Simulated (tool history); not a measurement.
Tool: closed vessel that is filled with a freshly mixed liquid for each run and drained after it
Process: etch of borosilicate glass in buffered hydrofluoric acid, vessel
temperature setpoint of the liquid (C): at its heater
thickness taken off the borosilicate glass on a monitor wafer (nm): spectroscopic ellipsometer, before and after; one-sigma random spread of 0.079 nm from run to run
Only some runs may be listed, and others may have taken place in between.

run,hour,temperature setpoint of the liquid (C),parts of 40 % ammonium fluoride to one part of 49 % hydrofluoric acid (parts by volume),time in the liquid (s),thickness taken off the borosilicate glass on a monitor wafer (nm)
1,0.0,21.0,21.5,30,15.970
2,1.4,20.0,23.0,30,14.514
3,3.5,19.0,24.5,30,13.175
4,9.5,22.0,24.5,30,15.766
5,15.3,22.0,24.5,30,15.725
6,20.4,22.0,24.5,30,15.507

Run 7, settings as shown, results not yet in. Your forecast:
7,23.4,20.5,25.5,30,?

{"run 7": {"thickness taken off the borosilicate glass on a monitor wafer (nm)": 13.86}}

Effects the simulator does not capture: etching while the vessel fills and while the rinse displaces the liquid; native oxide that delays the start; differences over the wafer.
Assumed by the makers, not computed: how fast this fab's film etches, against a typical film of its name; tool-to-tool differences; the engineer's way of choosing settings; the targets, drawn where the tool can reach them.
